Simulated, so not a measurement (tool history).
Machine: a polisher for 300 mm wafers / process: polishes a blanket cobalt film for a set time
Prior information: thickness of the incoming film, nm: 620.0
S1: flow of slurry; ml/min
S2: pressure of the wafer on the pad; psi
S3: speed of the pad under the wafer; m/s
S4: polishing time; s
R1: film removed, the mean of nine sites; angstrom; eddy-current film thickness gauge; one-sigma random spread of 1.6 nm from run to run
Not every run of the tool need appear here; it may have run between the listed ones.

Run 1, day 0.000: S1 220 ml/min, S2 1.3 psi, S3 1.18 m/s, S4 39 s. Result: R1 1269.60 angstrom.
Run 2, day 0.204: S1 225 ml/min, S2 1.4 psi, S3 1.18 m/s, S4 39 s. Result: R1 1375.00 angstrom.
Run 3, day 0.367: S1 225 ml/min, S2 1.2 psi, S3 1.18 m/s, S4 39 s. Result: R1 1168.30 angstrom.
Run 4, day 0.658: S1 225 ml/min, S2 1.0 psi, S3 1.18 m/s, S4 39 s. Result: R1 969.61 angstrom.
Run 5, day 0.983: S1 225 ml/min, S2 1.2 psi, S3 1.18 m/s, S4 39 s. Result: R1 1168.20 angstrom.
Run 6, day 1.167: S1 200 ml/min, S2 1.2 psi, S3 1.18 m/s, S4 39 s. Result: R1 1152.20 angstrom.
Run 7, day 1.229: S1 200 ml/min, S2 1.3 psi, S3 1.18 m/s, S4 39 s. Result: R1 1234.20 angstrom.
Run 8, day 1.329: S1 215 ml/min, S2 1.4 psi, S3 1.18 m/s, S4 39 s. Result: R1 1350.70 angstrom.
Run 9, day 1.483: S1 220 ml/min, S2 1.5 psi, S3 1.18 m/s, S4 39 s. Result: R1 1436.30 angstrom.

Run 10 comes next. What will it give?
Run 10, day 1.600: S1 220 ml/min, S2 1.6 psi, S3 1.18 m/s, S4 39 s. Result: R1 ?.

{"run 10": {"R1": 1572.2}}
